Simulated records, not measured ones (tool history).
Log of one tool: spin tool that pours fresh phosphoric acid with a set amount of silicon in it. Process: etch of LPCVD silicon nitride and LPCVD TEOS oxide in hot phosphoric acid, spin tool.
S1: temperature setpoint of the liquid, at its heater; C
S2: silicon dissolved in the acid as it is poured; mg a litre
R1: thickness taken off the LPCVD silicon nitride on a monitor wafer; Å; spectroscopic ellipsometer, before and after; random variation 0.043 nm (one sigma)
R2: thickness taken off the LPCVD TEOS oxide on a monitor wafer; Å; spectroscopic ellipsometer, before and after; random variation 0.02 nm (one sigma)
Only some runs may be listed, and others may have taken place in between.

run 1 hour=0 | S1=162 S2=22 time_under_the_liquid_(s)=100 | R1=104.7 R2=4.4
run 2 hour=5.9 | S1=161 S2=22 time_under_the_liquid_(s)=100 | R1=101.71 R2=4.3365
run 3 hour=6.7 | S1=163 S2=22 time_under_the_liquid_(s)=100 | R1=108.94 R2=4.4431
run 4 hour=10.1 | S1=163 S2=22 time_under_the_liquid_(s)=135 | R1=150.71 R2=6.8978
run 5 hour=14.5 | S1=163 S2=30.5 time_under_the_liquid_(s)=135 | R1=146.38 R2=4.5676
run 6 hour=22.4 | S1=164 S2=30.5 time_under_the_liquid_(s)=135 | R1=151.58 R2=4.8902
run 7 hour=28.6 | S1=162.5 S2=24.5 time_under_the_liquid_(s)=95 | R1=102.54 R2=3.8715
run 8 hour=36.3 | S1=162.5 S2=24.5 time_under_the_liquid_(s)=95 | R1=101.35 R2=3.5673
run 9 hour=39.2 | S1=161 S2=20 time_under_the_liquid_(s)=70 | R1=72.914 R2=2.8971
run 10 hour=44.2 | S1=158.5 S2=8 time_under_the_liquid_(s)=35 | R1=32.994 R2=1.6964
run 11 hour=46.6 | S1=160 S2=9.5 time_under_the_liquid_(s)=35 | R1=34.287 R2=1.794
run 12 hour=54.6 | S1=162.5 S2=15.5 time_under_the_liquid_(s)=65 | R1=70.446 R2=3.5225

Expected results for the next run?
run 13 hour=58.9 | S1=160 S2=7.5 time_under_the_liquid_(s)=65 | R1=? R2=?

{"run 13": {"R1": 64.856, "R2": 3.6225}}

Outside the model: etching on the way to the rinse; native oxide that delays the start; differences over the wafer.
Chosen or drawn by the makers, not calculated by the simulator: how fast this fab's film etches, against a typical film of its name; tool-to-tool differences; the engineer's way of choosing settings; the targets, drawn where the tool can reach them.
